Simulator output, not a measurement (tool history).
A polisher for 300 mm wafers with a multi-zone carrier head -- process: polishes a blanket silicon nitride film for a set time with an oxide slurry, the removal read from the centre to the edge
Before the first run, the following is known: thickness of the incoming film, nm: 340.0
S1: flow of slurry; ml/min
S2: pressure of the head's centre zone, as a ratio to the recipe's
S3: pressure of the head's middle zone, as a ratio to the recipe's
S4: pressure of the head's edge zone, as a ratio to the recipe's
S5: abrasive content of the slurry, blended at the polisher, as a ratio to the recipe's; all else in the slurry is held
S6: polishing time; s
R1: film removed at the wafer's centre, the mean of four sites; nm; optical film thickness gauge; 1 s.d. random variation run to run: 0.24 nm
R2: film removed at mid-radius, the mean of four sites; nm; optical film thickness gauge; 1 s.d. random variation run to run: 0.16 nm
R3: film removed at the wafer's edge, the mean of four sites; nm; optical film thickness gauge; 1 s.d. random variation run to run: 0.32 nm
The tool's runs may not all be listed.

run 1 hour=0 | S1=305 S2=1 S3=1 S4=1 S5=1 S6=62 | R1=42.949 R2=42.216 R3=41.276
run 2 hour=0.6 | S1=305 S2=1 S3=1.05 S4=1 S5=1 S6=62 | R1=42.509 R2=44.491 R3=40.945
run 3 hour=6.8 | S1=300 S2=0.99 S3=1.01 S4=0.98 S5=0.9 S6=59 | R1=38.353 R2=39.23 R3=37.025
run 4 hour=11.8 | S1=300 S2=0.99 S3=1.01 S4=0.98 S5=0.95 S6=59 | R1=39.286 R2=40.074 R3=37.733
run 5 hour=17.2 | S1=300 S2=0.99 S3=1.06 S4=0.98 S5=0.95 S6=59 | R1=38.284 R2=42.053 R3=37.55
run 6 hour=19 | S1=300 S2=0.99 S3=1.06 S4=0.98 S5=0.95 S6=49 | R1=33.196 R2=34.582 R3=32.129
run 7 hour=25.8 | S1=300 S2=0.99 S3=1.06 S4=0.98 S5=0.95 S6=49 | R1=33.055 R2=35.227 R3=30.985
run 8 hour=30.1 | S1=300 S2=0.98 S3=1.01 S4=0.98 S5=0.85 S6=48 | R1=29.663 R2=31.281 R3=29.037
run 9 hour=33.3 | S1=300 S2=0.99 S3=0.97 S4=0.99 S5=0.8 S6=48 | R1=29.324 R2=28.896 R3=29.129
run 10 hour=41.2 | S1=300 S2=0.99 S3=0.94 S4=0.97 S5=0.75 S6=48 | R1=28.5 R2=27.285 R3=26.226
run 11 hour=46.8 | S1=295 S2=0.98 S3=0.91 S4=0.98 S5=0.75 S6=48 | R1=28.112 R2=26.493 R3=26.681

Run 12 comes next. What will it give?
run 12 hour=54.7 | S1=290 S2=0.98 S3=0.89 S4=0.98 S5=0.7 S6=48 | R1=? R2=? R3=?

Run 12 measured R1 27.292 nm, R2 24.895 nm, R3 25.9 nm.

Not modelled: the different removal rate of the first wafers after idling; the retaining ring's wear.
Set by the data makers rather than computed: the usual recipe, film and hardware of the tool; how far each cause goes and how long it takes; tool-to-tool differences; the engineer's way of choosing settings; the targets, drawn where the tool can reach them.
